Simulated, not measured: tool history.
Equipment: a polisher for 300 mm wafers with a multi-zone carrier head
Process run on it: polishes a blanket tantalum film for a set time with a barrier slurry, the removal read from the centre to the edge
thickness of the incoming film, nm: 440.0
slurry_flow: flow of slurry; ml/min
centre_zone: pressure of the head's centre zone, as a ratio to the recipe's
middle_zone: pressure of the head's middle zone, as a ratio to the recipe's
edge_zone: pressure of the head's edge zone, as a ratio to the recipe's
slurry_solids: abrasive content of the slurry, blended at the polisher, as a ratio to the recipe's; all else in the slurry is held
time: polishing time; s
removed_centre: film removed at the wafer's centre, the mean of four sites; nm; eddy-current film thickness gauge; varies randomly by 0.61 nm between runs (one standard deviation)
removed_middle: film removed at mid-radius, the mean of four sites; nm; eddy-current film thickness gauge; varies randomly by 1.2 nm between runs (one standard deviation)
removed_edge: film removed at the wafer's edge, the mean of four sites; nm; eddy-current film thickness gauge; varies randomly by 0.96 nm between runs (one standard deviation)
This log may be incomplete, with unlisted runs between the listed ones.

run,hour,slurry_flow,centre_zone,middle_zone,edge_zone,slurry_solids,time,removed_centre,removed_middle,removed_edge
1,0,295,1,1,1,1,40,59.663,59.711,58.307
2,2.5,295,1,1.08,1,1,40,60.454,64.114,60.009
3,4.2,295,1,1.08,0.94,1,40,59.299,65.204,56.743
4,8.2,300,1.01,1.11,0.95,1.15,40,63.37,69.654,60.717
5,10,300,1.01,1.11,0.89,1.15,40,63.777,69.055,57.352
6,12.7,335,1.01,1.11,0.89,1.15,40,65.48,70.135,58.327

The next listed run, before its measurement:
7,15.3,340,1.01,1.13,0.91,1.25,40,?,?,?

removed_centre: 65.826 nm
removed_middle: 71.816 nm
removed_edge: 62.824 nm
